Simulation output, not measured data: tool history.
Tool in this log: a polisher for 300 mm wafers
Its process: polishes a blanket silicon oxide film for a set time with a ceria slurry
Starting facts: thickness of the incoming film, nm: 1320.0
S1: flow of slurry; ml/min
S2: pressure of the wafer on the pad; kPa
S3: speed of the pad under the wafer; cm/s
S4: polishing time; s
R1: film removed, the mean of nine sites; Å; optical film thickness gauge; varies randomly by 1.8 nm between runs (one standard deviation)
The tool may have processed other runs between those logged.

run,day,S1,S2,S3,S4,R1
1,0.000,295,28.3,102,49,2626.2
2,0.329,295,26.2,102,49,2413.0
3,0.575,245,26.2,102,49,2295.2
4,0.679,240,24.8,102,49,2254.6
5,0.779,240,24.8,78,49,1726.8
6,0.888,240,24.8,60,49,1354.3
7,1.088,245,25.5,60,49,1369.8

Estimate the outcome of run 8 from the log above:
8,1.425,245,31.7,62,49,?

{"run 8": {"R1": 1772.7}}
